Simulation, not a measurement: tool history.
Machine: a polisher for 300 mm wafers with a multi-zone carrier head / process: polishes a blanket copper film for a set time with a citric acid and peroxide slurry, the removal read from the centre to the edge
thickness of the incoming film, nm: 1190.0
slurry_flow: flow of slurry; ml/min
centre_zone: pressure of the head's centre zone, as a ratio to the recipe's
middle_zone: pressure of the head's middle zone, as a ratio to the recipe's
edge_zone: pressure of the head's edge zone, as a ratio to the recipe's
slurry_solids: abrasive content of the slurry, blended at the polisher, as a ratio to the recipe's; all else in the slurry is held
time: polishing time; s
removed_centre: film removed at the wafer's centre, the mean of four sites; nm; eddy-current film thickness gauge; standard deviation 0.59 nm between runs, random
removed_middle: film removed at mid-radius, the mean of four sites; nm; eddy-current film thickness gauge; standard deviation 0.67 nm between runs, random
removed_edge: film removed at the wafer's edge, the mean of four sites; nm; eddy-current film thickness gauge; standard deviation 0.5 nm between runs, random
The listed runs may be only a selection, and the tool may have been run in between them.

run,day,slurry_flow,centre_zone,middle_zone,edge_zone,slurry_solids,time,removed_centre,removed_middle,removed_edge
1,0.000,295,1.00,1.00,1.00,1.00,83,121.850,120.680,117.990
2,0.096,295,1.00,1.00,1.08,1.00,83,123.580,119.410,121.780
3,0.388,295,0.93,1.00,1.08,1.00,83,112.120,118.000,122.230
4,0.479,285,0.89,1.01,1.02,0.85,74,93.513,104.150,102.690
5,0.696,285,0.89,1.01,1.02,0.65,74,89.659,100.020,98.384
6,1.004,285,0.89,0.94,1.02,0.65,74,88.612,93.930,97.714
7,1.092,265,0.86,0.99,1.02,0.60,67,76.264,86.703,87.008
8,1.192,240,0.84,1.02,1.02,0.55,64,69.386,82.745,81.023

What will run 9 give?
9,1.550,190,0.81,1.08,1.01,0.50,59,?,?,?

For run 9 the tool returned removed_centre 57.768 nm, removed_middle 76.668 nm, removed_edge 72.451 nm.
